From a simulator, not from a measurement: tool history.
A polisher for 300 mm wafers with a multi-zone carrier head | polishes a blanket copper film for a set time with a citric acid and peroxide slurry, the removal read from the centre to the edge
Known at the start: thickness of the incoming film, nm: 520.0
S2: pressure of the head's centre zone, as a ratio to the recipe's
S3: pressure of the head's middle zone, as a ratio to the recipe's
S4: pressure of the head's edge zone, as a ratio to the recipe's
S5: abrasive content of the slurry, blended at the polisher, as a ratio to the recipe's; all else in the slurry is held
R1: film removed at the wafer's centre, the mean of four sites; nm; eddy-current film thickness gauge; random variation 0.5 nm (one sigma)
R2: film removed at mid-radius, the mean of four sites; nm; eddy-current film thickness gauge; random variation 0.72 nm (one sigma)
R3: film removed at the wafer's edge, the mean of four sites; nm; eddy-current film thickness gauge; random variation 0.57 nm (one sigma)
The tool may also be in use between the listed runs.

run 1 hour=0.0 | flow_of_slurry_(ml/min)=210 S2=1.00 S3=1.00 S4=1.00 S5=1.00 polishing_time_(s)=42 | R1=96.492 R2=94.779 R3=94.891
run 2 hour=4.9 | flow_of_slurry_(ml/min)=210 S2=1.00 S3=1.00 S4=1.00 S5=0.85 polishing_time_(s)=42 | R1=93.283 R2=90.612 R3=90.229
run 3 hour=8.0 | flow_of_slurry_(ml/min)=210 S2=1.00 S3=1.00 S4=1.04 S5=0.85 polishing_time_(s)=42 | R1=92.707 R2=91.278 R3=92.543
run 4 hour=13.3 | flow_of_slurry_(ml/min)=205 S2=0.98 S3=0.99 S4=1.03 S5=0.80 polishing_time_(s)=41 | R1=87.306 R2=86.719 R3=88.096
run 5 hour=15.3 | flow_of_slurry_(ml/min)=200 S2=0.96 S3=0.98 S4=1.02 S5=0.75 polishing_time_(s)=40 | R1=81.463 R2=84.668 R3=84.403
run 6 hour=20.6 | flow_of_slurry_(ml/min)=200 S2=0.96 S3=0.96 S4=1.02 S5=0.70 polishing_time_(s)=39 | R1=77.929 R2=79.195 R3=81.205
run 7 hour=23.2 | flow_of_slurry_(ml/min)=195 S2=0.95 S3=0.95 S4=1.01 S5=0.70 polishing_time_(s)=38 | R1=73.713 R2=75.675 R3=76.659
run 8 hour=29.6 | flow_of_slurry_(ml/min)=190 S2=0.94 S3=0.93 S4=1.01 S5=0.70 polishing_time_(s)=38 | R1=72.341 R2=73.650 R3=79.233

The next listed run, before its measurement:
run 9 hour=31.8 | flow_of_slurry_(ml/min)=190 S2=0.93 S3=0.92 S4=1.00 S5=0.70 polishing_time_(s)=38 | R1=? R2=? R3=?

Run 9 gave R1 74.136 nm, R2 72.661 nm, R3 76.424 nm.
